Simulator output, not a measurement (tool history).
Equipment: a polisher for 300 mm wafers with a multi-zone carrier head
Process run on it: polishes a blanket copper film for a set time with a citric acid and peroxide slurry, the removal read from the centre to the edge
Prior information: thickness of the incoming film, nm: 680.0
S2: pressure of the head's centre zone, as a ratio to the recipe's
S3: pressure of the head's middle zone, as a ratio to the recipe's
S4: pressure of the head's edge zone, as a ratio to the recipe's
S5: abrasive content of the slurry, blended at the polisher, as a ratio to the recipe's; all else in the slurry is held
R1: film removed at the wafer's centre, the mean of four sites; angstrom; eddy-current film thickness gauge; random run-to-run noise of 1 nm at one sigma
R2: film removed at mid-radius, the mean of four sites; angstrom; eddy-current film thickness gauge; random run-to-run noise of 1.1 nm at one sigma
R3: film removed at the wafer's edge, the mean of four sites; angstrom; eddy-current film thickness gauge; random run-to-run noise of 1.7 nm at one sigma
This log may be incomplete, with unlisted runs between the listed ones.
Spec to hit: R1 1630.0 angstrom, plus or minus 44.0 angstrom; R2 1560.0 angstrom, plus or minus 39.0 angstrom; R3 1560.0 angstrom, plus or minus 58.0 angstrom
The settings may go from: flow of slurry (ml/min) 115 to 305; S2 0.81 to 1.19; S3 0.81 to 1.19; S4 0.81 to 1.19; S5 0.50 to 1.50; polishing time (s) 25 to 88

{"run": 1, "day": 0.0, "flow of slurry (ml/min)": 195, "S2": 1.0, "S3": 1.0, "S4": 1.0, "S5": 1.0, "polishing time (s)": 56, "R1": 1224.2, "R2": 1200.6, "R3": 1198.8}
{"run": 2, "day": 0.154, "flow of slurry (ml/min)": 200, "S2": 1.01, "S3": 1.01, "S4": 1.02, "S5": 1.05, "polishing time (s)": 56, "R1": 1259.5, "R2": 1223.3, "R3": 1223.8}
{"run": 3, "day": 0.175, "flow of slurry (ml/min)": 200, "S2": 1.01, "S3": 1.01, "S4": 0.97, "S5": 1.05, "polishing time (s)": 56, "R1": 1251.4, "R2": 1221.7, "R3": 1184.1}
{"run": 4, "day": 0.379, "flow of slurry (ml/min)": 200, "S2": 1.01, "S3": 1.01, "S4": 1.01, "S5": 1.05, "polishing time (s)": 56, "R1": 1252.9, "R2": 1211.5, "R3": 1216.0}
{"run": 5, "day": 0.583, "flow of slurry (ml/min)": 200, "S2": 1.01, "S3": 1.01, "S4": 1.01, "S5": 1.05, "polishing time (s)": 48, "R1": 1060.5, "R2": 1051.4, "R3": 1059.3}
{"run": 6, "day": 0.888, "flow of slurry (ml/min)": 205, "S2": 1.02, "S3": 1.02, "S4": 1.03, "S5": 1.1, "polishing time (s)": 49, "R1": 1127.9, "R2": 1091.1, "R3": 1088.4}
{"run": 7, "day": 0.975, "flow of slurry (ml/min)": 205, "S2": 1.02, "S3": 1.03, "S4": 1.05, "S5": 1.15, "polishing time (s)": 51, "R1": 1179.1, "R2": 1156.9, "R3": 1156.8}
{"run": 8, "day": 1.267, "flow of slurry (ml/min)": 210, "S2": 1.03, "S3": 1.04, "S4": 1.07, "S5": 1.2, "polishing time (s)": 52, "R1": 1218.4, "R2": 1200.7, "R3": 1193.5}
{"run": 9, "day": 1.333, "flow of slurry (ml/min)": 215, "S2": 1.04, "S3": 1.04, "S4": 1.08, "S5": 1.25, "polishing time (s)": 53, "R1": 1277.2, "R2": 1242.5, "R3": 1210.0}
{"run": 10, "day": 1.571, "flow of slurry (ml/min)": 210, "S2": 1.04, "S3": 1.04, "S4": 1.09, "S5": 1.3, "polishing time (s)": 55, "R1": 1327.0, "R2": 1304.0, "R3": 1284.9}
{"run": 11, "day": 1.725, "flow of slurry (ml/min)": 210, "S2": 1.05, "S3": 1.04, "S4": 1.1, "S5": 1.35, "polishing time (s)": 56, "R1": 1386.3, "R2": 1344.9, "R3": 1343.7}
{"run": 12, "day": 1.996, "flow of slurry (ml/min)": 210, "S2": 1.06, "S3": 1.04, "S4": 1.11, "S5": 1.35, "polishing time (s)": 57, "R1": 1434.8, "R2": 1356.7, "R3": 1370.2}
{"run": 13, "day": 2.246, "flow of slurry (ml/min)": 210, "S2": 1.06, "S3": 1.04, "S4": 1.12, "S5": 1.35, "polishing time (s)": 58, "R1": 1443.9, "R2": 1360.9, "R3": 1387.9}

Pick the move, out of 5, that brings all results within their allowed miss; only one does.
{"run": "A", "day": 2.496, "flow of slurry (ml/min)": 255, "S2": 1.13, "S3": 1.14, "S4": 0.97, "S5": 1.35, "polishing time (s)": 58, "R1": "?", "R2": "?", "R3": "?"}
{"run": "B", "day": 2.496, "flow of slurry (ml/min)": 170, "S2": 0.84, "S3": 0.82, "S4": 1.19, "S5": 1.3, "polishing time (s)": 60, "R1": "?", "R2": "?", "R3": "?"}
{"run": "C", "day": 2.496, "flow of slurry (ml/min)": 245, "S2": 1.02, "S3": 1.0, "S4": 1.02, "S5": 1.45, "polishing time (s)": 66, "R1": "?", "R2": "?", "R3": "?"}
{"run": "D", "day": 2.496, "flow of slurry (ml/min)": 210, "S2": 1.07, "S3": 0.95, "S4": 1.14, "S5": 1.2, "polishing time (s)": 68, "R1": "?", "R2": "?", "R3": "?"}
{"run": "E", "day": 2.496, "flow of slurry (ml/min)": 130, "S2": 0.97, "S3": 0.95, "S4": 1.19, "S5": 1.5, "polishing time (s)": 56, "R1": "?", "R2": "?", "R3": "?"}

move=A R1=1551.4 R2=1527.7 R3=1323.9
move=B R1=1120.4 R2=1137.9 R3=1461.5
move=C R1=1608.7 R2=1573.5 R3=1565.9
move=D R1=1638.9 R2=1465.7 R3=1618.6
move=E R1=1200.4 R2=1194.1 R3=1369.7
A: brings the last run's worst result on target, with another outside its allowed miss
B: its largest miss is bigger than the last run's
C: hits every target within its allowed miss
D: nearer than the last run, and not there yet
E: its largest miss is bigger than the last run's
Move C is the one to make.

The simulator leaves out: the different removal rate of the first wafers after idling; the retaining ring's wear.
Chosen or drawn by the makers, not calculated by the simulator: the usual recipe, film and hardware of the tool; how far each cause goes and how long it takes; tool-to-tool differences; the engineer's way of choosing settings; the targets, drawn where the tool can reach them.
